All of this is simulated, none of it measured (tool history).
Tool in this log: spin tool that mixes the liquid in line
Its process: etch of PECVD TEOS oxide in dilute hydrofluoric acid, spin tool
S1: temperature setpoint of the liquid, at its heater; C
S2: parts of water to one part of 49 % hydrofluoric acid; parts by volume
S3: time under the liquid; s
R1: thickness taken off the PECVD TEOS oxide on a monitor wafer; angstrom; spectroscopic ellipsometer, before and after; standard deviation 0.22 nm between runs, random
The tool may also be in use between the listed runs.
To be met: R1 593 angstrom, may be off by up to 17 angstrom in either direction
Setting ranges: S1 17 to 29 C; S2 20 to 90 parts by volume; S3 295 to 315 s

| run | hour | S1 | S2 | S3 | R1 |
|---|---|---|---|---|---|
| 1 | 0 | 21 | 50 | 295 | 738.36 |
| 2 | 3.7 | 20 | 50 | 295 | 708.64 |
| 3 | 5.6 | 20 | 50 | 295 | 707.83 |
| 4 | 7 | 19.5 | 50 | 295 | 692.47 |
| 5 | 15.2 | 19 | 50 | 295 | 676.93 |
| 6 | 20.5 | 18.5 | 50 | 295 | 661.19 |
| 7 | 23.5 | 18 | 50 | 295 | 649.05 |
| 8 | 27.7 | 17 | 55 | 295 | 559.23 |
| 9 | 33.6 | 17.5 | 55 | 295 | 567.89 |

Next run, 4 choices. One meets every target within its allowed miss, the rest don't. Which?
| A | 39.5 | 17 | 60 | 315 | ? |
| B | 39.5 | 18 | 60 | 315 | ? |
| C | 39.5 | 17 | 55 | 310 | ? |
| D | 39.5 | 17.5 | 60 | 315 | ? |

| move | R1 |
|---|---|
| A | 545.98 |
| B | 569.99 |
| C | 589.41 |
| D | 557.88 |
A: misses by more than the last run did
B: closes in on the targets versus the last run, not all within tolerance yet
C: meets every target
D: misses by more than the last run did
Go with C: it meets all targets.

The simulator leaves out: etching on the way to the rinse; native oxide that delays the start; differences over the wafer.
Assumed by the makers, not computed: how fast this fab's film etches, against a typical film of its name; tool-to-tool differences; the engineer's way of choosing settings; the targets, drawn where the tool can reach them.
